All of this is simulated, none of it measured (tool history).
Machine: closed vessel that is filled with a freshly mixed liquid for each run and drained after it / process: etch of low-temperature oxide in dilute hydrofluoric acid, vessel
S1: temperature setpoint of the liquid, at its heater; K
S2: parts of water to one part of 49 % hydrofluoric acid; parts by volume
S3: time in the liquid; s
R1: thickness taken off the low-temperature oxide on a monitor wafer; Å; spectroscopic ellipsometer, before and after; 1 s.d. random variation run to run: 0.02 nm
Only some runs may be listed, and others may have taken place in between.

{"run": 1, "hour": 0.0, "S1": 293.15, "S2": 140, "S3": 30, "R1": 34.57}
{"run": 2, "hour": 1.8, "S1": 293.15, "S2": 140, "S3": 30, "R1": 34.464}
{"run": 3, "hour": 3.6, "S1": 294.65, "S2": 140, "S3": 30, "R1": 36.553}
{"run": 4, "hour": 10.3, "S1": 295.65, "S2": 140, "S3": 30, "R1": 38.284}
{"run": 5, "hour": 12.5, "S1": 295.65, "S2": 185, "S3": 30, "R1": 27.3}
{"run": 6, "hour": 18.5, "S1": 297.65, "S2": 185, "S3": 30, "R1": 29.765}
{"run": 7, "hour": 23.0, "S1": 297.65, "S2": 185, "S3": 30, "R1": 29.68}
{"run": 8, "hour": 26.4, "S1": 298.65, "S2": 180, "S3": 30, "R1": 31.46}
{"run": 9, "hour": 29.0, "S1": 299.15, "S2": 170, "S3": 30, "R1": 34.729}
{"run": 10, "hour": 31.5, "S1": 299.65, "S2": 165, "S3": 30, "R1": 36.461}

Run 11 is up next; what results do you expect?
{"run": 11, "hour": 38.9, "S1": 300.15, "S2": 160, "S3": 30, "R1": "?"}

For run 11 the tool returned R1 38.478 Å.

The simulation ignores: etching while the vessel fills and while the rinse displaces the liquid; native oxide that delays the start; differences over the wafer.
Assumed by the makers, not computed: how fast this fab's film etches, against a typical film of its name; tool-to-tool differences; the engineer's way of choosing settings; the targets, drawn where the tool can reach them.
